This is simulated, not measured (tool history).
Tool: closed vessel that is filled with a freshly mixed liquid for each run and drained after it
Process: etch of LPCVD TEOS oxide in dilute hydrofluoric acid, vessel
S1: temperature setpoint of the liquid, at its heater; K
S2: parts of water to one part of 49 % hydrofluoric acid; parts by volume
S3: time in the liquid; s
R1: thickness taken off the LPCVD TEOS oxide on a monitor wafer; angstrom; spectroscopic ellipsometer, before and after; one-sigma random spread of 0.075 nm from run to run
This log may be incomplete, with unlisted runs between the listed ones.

run  hour      S1   S2   S3      R1
  1   0.0  296.15  240  180  190.85
  2   5.9  295.15  255  180  167.79
  3   7.0  295.15  255  195  183.33
  4  13.7  294.65  270  195  166.79
  5  22.3  294.65  270  180  156.20
  6  30.4  294.65  270  195  167.23
  7  34.3  294.65  270  195  168.74
  8  38.6  294.15  285  195  150.72
  9  45.7  293.65  295  195  143.55

Predict the results of run 10:
     47.0  -- hydrofluoric acid flow meter replaced
 10  47.0  293.15  305  195   ?

Run 10 measured R1 127.49 angstrom.

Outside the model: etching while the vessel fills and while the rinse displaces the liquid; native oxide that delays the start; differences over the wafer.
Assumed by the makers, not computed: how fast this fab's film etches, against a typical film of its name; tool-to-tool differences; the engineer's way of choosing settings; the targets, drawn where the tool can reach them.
